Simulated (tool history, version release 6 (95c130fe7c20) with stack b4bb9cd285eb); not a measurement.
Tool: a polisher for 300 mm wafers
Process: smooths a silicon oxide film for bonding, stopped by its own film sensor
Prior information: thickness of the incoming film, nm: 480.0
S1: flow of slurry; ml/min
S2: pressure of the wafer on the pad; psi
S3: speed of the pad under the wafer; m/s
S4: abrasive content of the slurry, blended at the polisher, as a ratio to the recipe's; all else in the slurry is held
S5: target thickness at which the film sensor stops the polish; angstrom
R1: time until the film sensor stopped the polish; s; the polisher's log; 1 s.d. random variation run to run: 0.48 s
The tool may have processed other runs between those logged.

run 1 hour=0.0 | S1=215 S2=1.6 S3=0.96 S4=1.0 S5=4610 | R1=34.305
run 2 hour=7.9 | S1=215 S2=1.5 S3=0.96 S4=1.0 S5=4610 | R1=37.962
run 3 hour=14.4 | S1=215 S2=1.9 S3=0.96 S4=1.0 S5=4610 | R1=29.356
run 4 hour=18.9 | S1=215 S2=1.9 S3=0.86 S4=1.0 S5=4610 | R1=31.523
run 5 hour=27.3 | S1=215 S2=1.9 S3=0.86 S4=1.0 S5=4630 | R1=28.993
run 6 hour=29.3 | S1=180 S2=1.9 S3=0.86 S4=1.0 S5=4630 | R1=28.959
run 7 hour=32.6 | S1=180 S2=1.7 S3=0.86 S4=1.0 S5=4630 | R1=32.741

What will run 8 give?
run 8 hour=41.0 | S1=180 S2=1.6 S3=0.86 S4=1.0 S5=4630 | R1=?

{"run 8": {"R1": 34.667}}
